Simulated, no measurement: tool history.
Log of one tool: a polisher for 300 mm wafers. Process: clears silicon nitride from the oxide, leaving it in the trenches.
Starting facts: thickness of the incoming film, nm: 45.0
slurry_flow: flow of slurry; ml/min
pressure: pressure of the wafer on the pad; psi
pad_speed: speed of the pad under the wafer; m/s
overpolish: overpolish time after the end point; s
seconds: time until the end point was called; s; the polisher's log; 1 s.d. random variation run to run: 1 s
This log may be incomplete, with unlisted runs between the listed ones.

Run 1, hour 0.0: slurry_flow 150 ml/min, pressure 2.1 psi, pad_speed 0.82 m/s, overpolish 34 s. Result: seconds 72.142 s.
Run 2, hour 5.2: slurry_flow 150 ml/min, pressure 2.0 psi, pad_speed 0.82 m/s, overpolish 34 s. Result: seconds 75.360 s.
Run 3, hour 13.1: slurry_flow 150 ml/min, pressure 1.9 psi, pad_speed 0.82 m/s, overpolish 34 s. Result: seconds 77.024 s.
Run 4, hour 19.5: slurry_flow 150 ml/min, pressure 1.9 psi, pad_speed 0.82 m/s, overpolish 36 s. Result: seconds 77.202 s.
At hour 21.4: head pressure recalibrated.
Run 5, hour 21.4: slurry_flow 150 ml/min, pressure 1.9 psi, pad_speed 0.90 m/s, overpolish 36 s. Result: seconds 67.952 s.
Run 6, hour 23.6: slurry_flow 150 ml/min, pressure 1.8 psi, pad_speed 0.90 m/s, overpolish 36 s. Result: seconds 70.177 s.
Run 7, hour 26.8: slurry_flow 150 ml/min, pressure 1.7 psi, pad_speed 0.90 m/s, overpolish 36 s. Result: seconds 73.150 s.

What does the tool deliver on the next run?
Run 8, hour 34.9: slurry_flow 150 ml/min, pressure 1.6 psi, pad_speed 0.90 m/s, overpolish 36 s. Result: seconds ?.

seconds: 75.171 s

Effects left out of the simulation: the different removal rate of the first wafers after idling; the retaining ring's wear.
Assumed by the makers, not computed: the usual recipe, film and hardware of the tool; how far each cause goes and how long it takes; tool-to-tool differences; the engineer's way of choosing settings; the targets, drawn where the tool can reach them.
